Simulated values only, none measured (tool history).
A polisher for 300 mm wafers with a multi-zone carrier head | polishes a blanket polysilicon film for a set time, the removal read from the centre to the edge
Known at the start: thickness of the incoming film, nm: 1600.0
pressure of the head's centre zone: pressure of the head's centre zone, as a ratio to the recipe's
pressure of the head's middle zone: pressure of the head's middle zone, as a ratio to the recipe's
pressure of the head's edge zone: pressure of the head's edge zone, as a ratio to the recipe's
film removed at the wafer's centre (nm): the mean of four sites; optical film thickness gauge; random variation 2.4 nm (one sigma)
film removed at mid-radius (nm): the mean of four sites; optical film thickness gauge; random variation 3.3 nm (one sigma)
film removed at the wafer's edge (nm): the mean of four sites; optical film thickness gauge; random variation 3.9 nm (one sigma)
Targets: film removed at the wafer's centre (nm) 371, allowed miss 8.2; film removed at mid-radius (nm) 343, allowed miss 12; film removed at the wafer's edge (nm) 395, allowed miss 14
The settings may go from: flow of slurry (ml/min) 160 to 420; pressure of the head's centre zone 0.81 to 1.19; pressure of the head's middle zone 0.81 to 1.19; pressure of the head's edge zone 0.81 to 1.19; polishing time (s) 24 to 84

run	hour	flow of slurry (ml/min)	pressure of the head's centre zone	pressure of the head's middle zone	pressure of the head's edge zone	polishing time (s)	film removed at the wafer's centre (nm)	film removed at mid-radius (nm)	film removed at the wafer's edge (nm)
1	0	270	1	1	1	54	514.3	520.97	523.78
2	8	270	1	1	1.05	54	518.89	512.63	534.42
3	15.1	270	1	0.93	1.05	54	518.58	477.51	547.62
4	22.4	215	1	0.93	1.05	54	496.98	462.48	527.89
5	26.9	215	1	0.97	1.05	54	500.54	488.72	516.6
6	32.7	215	1	0.97	0.97	54	501.23	486.02	498.43
7	38.9	210	0.99	0.95	0.95	53	488.7	456.31	497.21
8	41.6	205	0.98	0.95	0.94	51	462.05	448.02	467.71
9	48.7	200	0.97	0.93	0.93	50	445.5	423.65	455.14
10	55.6	195	0.96	0.92	0.92	49	426.57	414.71	438.99
11	64.4	190	0.95	0.9	0.91	48	417.36	397.66	430.25
12	68	185	0.94	0.89	0.9	48	403.23	391.38	433.69
13	75.3	185	0.94	0.88	0.89	47	397.46	373.99	410.89
# hour 80.6: edge zone pressure recalibrated
14	80.6	185	0.93	0.87	0.89	47	392.76	373.23	400.82
15	86.9	185	0.93	0.87	0.89	47	390.34	376.22	403.33
16	91.5	180	0.93	0.86	0.9	47	388.08	369.07	406.94
17	99.7	180	0.93	0.85	0.9	47	388.29	361.59	404.15

Which of these 4 next moves meets every target?
A	107.9	160	0.9	0.87	1.01	48	?	?	?
B	107.9	250	0.96	0.87	0.85	41	?	?	?
C	107.9	160	0.93	0.9	0.94	43	?	?	?
D	107.9	210	0.91	0.82	0.94	44	?	?	?

move	film removed at the wafer's centre (nm)	film removed at mid-radius (nm)	film removed at the wafer's edge (nm)
A	377.75	374.67	436.37
B	375.49	345.82	364.23
C	349.85	345.17	377.6
D	371.1	344.73	401.87
A: brings the result that was furthest off to its target, and leaves another outside
B: brings the result that was furthest off to its target, and leaves another outside
C: takes the result that was furthest off past its target
D: meets every target
The right move is D.
